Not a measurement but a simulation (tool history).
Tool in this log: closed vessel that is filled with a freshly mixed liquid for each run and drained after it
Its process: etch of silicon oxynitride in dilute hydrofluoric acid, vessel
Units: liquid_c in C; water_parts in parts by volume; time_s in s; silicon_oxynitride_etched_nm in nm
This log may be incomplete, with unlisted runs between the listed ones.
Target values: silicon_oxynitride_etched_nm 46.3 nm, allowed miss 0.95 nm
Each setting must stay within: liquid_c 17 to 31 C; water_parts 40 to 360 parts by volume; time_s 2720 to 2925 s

{"run": 1, "day": 0.0, "liquid_c": 23, "water_parts": 200, "time_s": 2720, "silicon_oxynitride_etched_nm": 33.351}
{"run": 2, "day": 0.142, "liquid_c": 25, "water_parts": 200, "time_s": 2720, "silicon_oxynitride_etched_nm": 36.585}
{"run": 3, "day": 0.4, "liquid_c": 26.5, "water_parts": 200, "time_s": 2720, "silicon_oxynitride_etched_nm": 38.834}
{"run": 4, "day": 0.767, "liquid_c": 24, "water_parts": 200, "time_s": 2720, "silicon_oxynitride_etched_nm": 34.518}
{"run": 5, "day": 1.042, "liquid_c": 22.5, "water_parts": 200, "time_s": 2720, "silicon_oxynitride_etched_nm": 32.896}
{"run": 6, "day": 1.142, "liquid_c": 20, "water_parts": 200, "time_s": 2720, "silicon_oxynitride_etched_nm": 29.156}
{"run": 7, "day": 1.438, "liquid_c": 23, "water_parts": 200, "time_s": 2720, "silicon_oxynitride_etched_nm": 33.64}
{"run": 8, "day": 1.804, "liquid_c": 25, "water_parts": 200, "time_s": 2720, "silicon_oxynitride_etched_nm": 36.325}
{"run": 9, "day": 2.029, "liquid_c": 26.5, "water_parts": 200, "time_s": 2720, "silicon_oxynitride_etched_nm": 39.263}
{"run": 10, "day": 2.346, "liquid_c": 27.5, "water_parts": 200, "time_s": 2720, "silicon_oxynitride_etched_nm": 41.059}

Pick the move, out of 4, that brings all results within their allowed miss; only one does.
{"run": "A", "day": 2.662, "liquid_c": 27.5, "water_parts": 170, "time_s": 2720, "silicon_oxynitride_etched_nm": "?"}
{"run": "B", "day": 2.662, "liquid_c": 28, "water_parts": 195, "time_s": 2925, "silicon_oxynitride_etched_nm": "?"}
{"run": "C", "day": 2.662, "liquid_c": 26, "water_parts": 160, "time_s": 2720, "silicon_oxynitride_etched_nm": "?"}
{"run": "D", "day": 2.662, "liquid_c": 26, "water_parts": 200, "time_s": 2720, "silicon_oxynitride_etched_nm": "?"}

move=A silicon_oxynitride_etched_nm=49.234
move=B silicon_oxynitride_etched_nm=46.166
move=C silicon_oxynitride_etched_nm=49.369
move=D silicon_oxynitride_etched_nm=38.227
A: takes the biggest miss from the last run beyond its target
B: all results land within tolerance of their targets
C: takes the biggest miss from the last run beyond its target
D: the biggest miss grows against the last run
Move B is the one to make.
